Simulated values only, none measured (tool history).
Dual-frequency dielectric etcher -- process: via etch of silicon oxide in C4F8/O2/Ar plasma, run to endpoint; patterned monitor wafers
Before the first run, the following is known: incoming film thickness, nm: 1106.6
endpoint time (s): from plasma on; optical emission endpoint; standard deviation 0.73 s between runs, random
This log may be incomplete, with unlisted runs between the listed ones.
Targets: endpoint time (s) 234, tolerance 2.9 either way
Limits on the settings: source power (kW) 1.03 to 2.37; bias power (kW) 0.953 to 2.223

run  hour  source power (kW)  bias power (kW)  endpoint time (s)
  1     0                1.7            1.588             259.25
  2   7.6                1.7            1.688             256.57
  3    16               1.48            1.688              266.9
  4  18.7               1.55            1.696             263.44
  5  25.4               1.55            1.552             268.27
  6  32.9               1.55            1.375             275.08
  7  41.2               1.63            1.386             270.64
  8  46.9                1.7            1.396             267.83
  9  48.1               1.77            1.414             263.99
 10  50.5               1.83            1.433             260.27
 11  56.3               2.17            1.488             244.56

Next run, 4 choices. One meets every target within its allowed miss, the rest don't. Which?
  A  62.1               2.37            1.576                  ?
  B  62.1               2.07            1.689                  ?
  C  62.1               2.14            1.565                  ?
  D  62.1                2.3            1.531                  ?

move  endpoint time (s)
   A             235.27
   B             241.57
   C             243.37
   D              239.1
A: in spec on every target
B: gains on the last run, yet a result remains outside its allowed miss
C: gains on the last run, yet a result remains outside its allowed miss
D: gains on the last run, yet a result remains outside its allowed miss
Move A is the one to make.
